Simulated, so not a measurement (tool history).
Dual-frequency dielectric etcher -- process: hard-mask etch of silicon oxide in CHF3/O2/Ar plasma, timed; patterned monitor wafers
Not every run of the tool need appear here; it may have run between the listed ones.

run,hour,source power (kW),bias power (kW),etch time (s),mean etch depth across the wafer (angstrom)
1,0,0.65,0.226,24.5,630.4
2,3.1,0.65,0.211,24.5,618.28
3,7.9,0.63,0.208,24.5,603.63
4,11.7,0.53,0.208,24.5,570.26
5,18.5,0.52,0.207,24.5,565.77
6,21.7,0.52,0.207,25.5,580.34
7,24.6,0.51,0.206,25.5,581.32

Run 8, settings as shown, results not yet in. Your forecast:
8,31.1,0.5,0.205,25.5,?

Run 8 produced mean etch depth across the wafer (angstrom) 581.95.
